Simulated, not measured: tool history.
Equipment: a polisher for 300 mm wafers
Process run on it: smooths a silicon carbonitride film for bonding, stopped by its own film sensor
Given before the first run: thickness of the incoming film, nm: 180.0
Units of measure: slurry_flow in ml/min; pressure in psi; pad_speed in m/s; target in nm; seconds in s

run,hour,slurry_flow,pressure,pad_speed,slurry_solids,target,seconds
1,0.0,175,1.6,0.78,1.0,166,78.326
2,3.2,195,1.6,0.78,1.0,166,76.188
3,4.9,195,1.3,0.78,1.0,166,92.021
4,11.4,195,1.3,0.78,0.9,166,96.907
5,17.0,205,1.6,0.78,0.9,166,80.462
6,25.9,170,1.6,0.78,0.9,166,81.509
7,27.6,170,1.8,0.78,0.9,166,72.260

Run 8 comes next. What will it give?
8,33.3,170,1.9,0.78,0.9,166,?

Run 8 came out at seconds 69.079 s.
